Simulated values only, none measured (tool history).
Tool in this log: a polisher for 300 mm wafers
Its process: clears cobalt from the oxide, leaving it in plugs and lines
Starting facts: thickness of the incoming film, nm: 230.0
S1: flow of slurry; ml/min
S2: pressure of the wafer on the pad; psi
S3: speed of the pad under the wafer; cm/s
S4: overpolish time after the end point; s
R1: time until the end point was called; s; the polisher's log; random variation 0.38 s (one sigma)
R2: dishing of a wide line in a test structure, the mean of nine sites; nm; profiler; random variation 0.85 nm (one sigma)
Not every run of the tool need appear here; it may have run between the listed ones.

run 1 hour=0.0 | S1=195 S2=1.7 S3=126 S4=29 | R1=48.140 R2=45.782
run 2 hour=7.6 | S1=200 S2=1.8 S3=126 S4=27 | R1=45.780 R2=46.178
run 3 hour=10.1 | S1=200 S2=1.9 S3=126 S4=24 | R1=43.732 R2=44.015
run 4 hour=13.3 | S1=200 S2=2.0 S3=126 S4=25 | R1=41.352 R2=45.030
run 5 hour=17.3 | S1=200 S2=2.0 S3=110 S4=25 | R1=47.581 R2=44.095
run 6 hour=24.9 | S1=200 S2=2.0 S3=110 S4=17 | R1=47.497 R2=39.292

Run 7 comes next. What will it give?
run 7 hour=27.1 | S1=200 S2=2.1 S3=110 S4=19 | R1=? R2=?

Run 7 yielded R1 45.160 s, R2 42.252 nm.

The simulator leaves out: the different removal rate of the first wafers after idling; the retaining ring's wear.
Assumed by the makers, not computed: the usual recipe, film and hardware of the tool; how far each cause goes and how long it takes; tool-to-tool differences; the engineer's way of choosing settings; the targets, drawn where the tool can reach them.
